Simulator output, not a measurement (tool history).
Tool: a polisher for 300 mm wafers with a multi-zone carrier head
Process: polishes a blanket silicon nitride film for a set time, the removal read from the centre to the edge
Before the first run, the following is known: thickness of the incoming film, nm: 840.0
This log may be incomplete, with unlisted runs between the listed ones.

run  hour  flow of slurry (ml/min)  pressure of the head's centre zone  pressure of the head's middle zone  pressure of the head's edge zone  polishing time (s)  film removed at the wafer's centre (Å)  film removed at mid-radius (Å)  film removed at the wafer's edge (Å)
  1   0.0                      220                                1.00                                1.00                              1.00                  74                                  1798.0                          1789.2                                1804.2
  2   6.8                      230                                1.03                                1.01                              1.04                  75                                  1908.9                          1839.6                                1869.8
  3  13.7                      240                                1.05                                1.02                              1.07                  76                                  1970.2                          1890.5                                1944.2
  4  19.6                      240                                1.05                                1.02                              1.07                  82                                  2118.5                          2063.3                                2088.0
  5  26.7                      240                                1.05                                0.96                              1.07                  82                                  2169.5                          1959.8                                2079.5
  6  27.3                      250                                1.06                                0.97                              1.08                  82                                  2135.3                          1968.1                                2115.1
  7  33.4                      255                                1.08                                0.98                              1.08                  82                                  2237.4                          2000.2                                2106.5

Forecast run 8:
  8  34.3                      255                                1.08                                0.98                              1.08                  82                                       ?                               ?                                     ?

Run 8 gave film removed at the wafer's centre (Å) 2231.2, film removed at mid-radius (Å) 2019.0, film removed at the wafer's edge (Å) 2069.6.
